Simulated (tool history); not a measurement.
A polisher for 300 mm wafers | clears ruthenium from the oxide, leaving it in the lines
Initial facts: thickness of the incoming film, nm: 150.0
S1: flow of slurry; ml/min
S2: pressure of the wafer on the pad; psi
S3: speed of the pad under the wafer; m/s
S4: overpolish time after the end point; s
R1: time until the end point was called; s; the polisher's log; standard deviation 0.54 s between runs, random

Run 1, hour 0: S1 300 ml/min, S2 2.6 psi, S3 1.26 m/s, S4 5 s. Result: R1 79.435 s.
Run 2, hour 6.8: S1 300 ml/min, S2 2.6 psi, S3 0.94 m/s, S4 5 s. Result: R1 98.238 s.
Run 3, hour 13.6: S1 300 ml/min, S2 3 psi, S3 0.94 m/s, S4 5 s. Result: R1 83.821 s.
Run 4, hour 16.3: S1 300 ml/min, S2 3.2 psi, S3 0.94 m/s, S4 5 s. Result: R1 79.988 s.
Run 5, hour 17.5: S1 300 ml/min, S2 3.2 psi, S3 0.8 m/s, S4 5 s. Result: R1 87.592 s.
Run 6, hour 22.4: S1 300 ml/min, S2 3.2 psi, S3 0.8 m/s, S4 5 s. Result: R1 87.864 s.
Run 7, hour 26.2: S1 300 ml/min, S2 3.4 psi, S3 0.8 m/s, S4 5 s. Result: R1 81.863 s.

Forecast run 8:
Run 8, hour 28.6: S1 300 ml/min, S2 3.6 psi, S3 0.8 m/s, S4 5 s. Result: R1 ?.

Run 8 came out at R1 77.028 s.
